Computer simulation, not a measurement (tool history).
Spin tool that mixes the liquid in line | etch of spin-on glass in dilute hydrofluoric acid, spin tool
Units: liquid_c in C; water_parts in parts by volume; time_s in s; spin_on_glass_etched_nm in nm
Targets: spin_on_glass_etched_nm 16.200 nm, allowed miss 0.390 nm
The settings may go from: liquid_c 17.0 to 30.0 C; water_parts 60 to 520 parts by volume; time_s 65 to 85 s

run	hour	liquid_c	water_parts	time_s	spin_on_glass_etched_nm
1	0.0	22.0	290	85	10.968
2	2.0	23.5	290	85	11.585
3	9.6	20.0	290	85	10.155
4	13.8	20.0	250	85	12.297
5	14.3	20.0	250	85	12.321
6	14.8	22.0	250	85	13.251
7	20.4	23.0	250	85	13.675
8	21.5	24.0	250	85	14.260
9	25.9	24.5	250	85	14.548
10	31.4	25.0	250	85	14.772
11	37.1	25.5	250	85	14.946
12	44.8	25.5	250	85	15.076
13	49.6	26.0	250	85	15.193
14	55.7	26.0	250	85	15.240
15	63.3	26.5	250	85	15.526

Which of these 4 next moves meets every target?
A	70.9	26.5	260	85	?
B	70.9	26.0	255	85	?
C	70.9	27.0	265	85	?
D	70.9	22.5	215	85	?

move	spin_on_glass_etched_nm
A	14.804
B	14.914
C	14.698
D	16.256
A: further off than the last run
B: further off than the last run
C: further off than the last run
D: meets every target
Move D is the one to make.
